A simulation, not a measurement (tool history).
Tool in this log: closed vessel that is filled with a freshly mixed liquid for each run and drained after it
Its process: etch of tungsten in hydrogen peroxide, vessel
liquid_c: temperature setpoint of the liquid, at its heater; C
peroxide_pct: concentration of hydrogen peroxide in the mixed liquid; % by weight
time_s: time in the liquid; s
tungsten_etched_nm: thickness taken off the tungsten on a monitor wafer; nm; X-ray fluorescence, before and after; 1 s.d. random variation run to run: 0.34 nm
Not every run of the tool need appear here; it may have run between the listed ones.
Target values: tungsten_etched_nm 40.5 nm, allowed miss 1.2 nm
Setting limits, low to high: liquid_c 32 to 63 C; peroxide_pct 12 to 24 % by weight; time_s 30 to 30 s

Run 1, day 0: liquid_c 47 C, peroxide_pct 16 % by weight, time_s 30 s. Result: tungsten_etched_nm 65.211 nm.
Run 2, day 0.342: liquid_c 46 C, peroxide_pct 16 % by weight, time_s 30 s. Result: tungsten_etched_nm 61.002 nm.
Run 3, day 0.512: liquid_c 45 C, peroxide_pct 16 % by weight, time_s 30 s. Result: tungsten_etched_nm 56.996 nm.
Run 4, day 0.871: liquid_c 44 C, peroxide_pct 16 % by weight, time_s 30 s. Result: tungsten_etched_nm 53.436 nm.
Run 5, day 0.921: liquid_c 43.5 C, peroxide_pct 16 % by weight, time_s 30 s. Result: tungsten_etched_nm 51.927 nm.
Run 6, day 1.279: liquid_c 43.5 C, peroxide_pct 14.5 % by weight, time_s 30 s. Result: tungsten_etched_nm 49.165 nm.
Run 7, day 1.546: liquid_c 43 C, peroxide_pct 14.5 % by weight, time_s 30 s. Result: tungsten_etched_nm 47.799 nm.
Run 8, day 1.679: liquid_c 42.5 C, peroxide_pct 14.5 % by weight, time_s 30 s. Result: tungsten_etched_nm 46.523 nm.

Which of these 5 next moves meets every target?
Run A, day 1.812: liquid_c 44 C, peroxide_pct 16 % by weight, time_s 30 s. Result: tungsten_etched_nm ?.
Run B, day 1.812: liquid_c 39.5 C, peroxide_pct 14 % by weight, time_s 30 s. Result: tungsten_etched_nm ?.
Run C, day 1.812: liquid_c 46 C, peroxide_pct 13.5 % by weight, time_s 30 s. Result: tungsten_etched_nm ?.
Run D, day 1.812: liquid_c 44.5 C, peroxide_pct 13 % by weight, time_s 30 s. Result: tungsten_etched_nm ?.
Run E, day 1.812: liquid_c 38.5 C, peroxide_pct 18.5 % by weight, time_s 30 s. Result: tungsten_etched_nm ?.

move  tungsten_etched_nm
   A              53.464
   B              37.435
   C              55.711
   D              49.743
   E              40.304
A: further off than the last run
B: moves the result that the last run missed by most past its target, out the other side
C: further off than the last run
D: further off than the last run
E: in spec on every target
Go with E: it meets all targets.
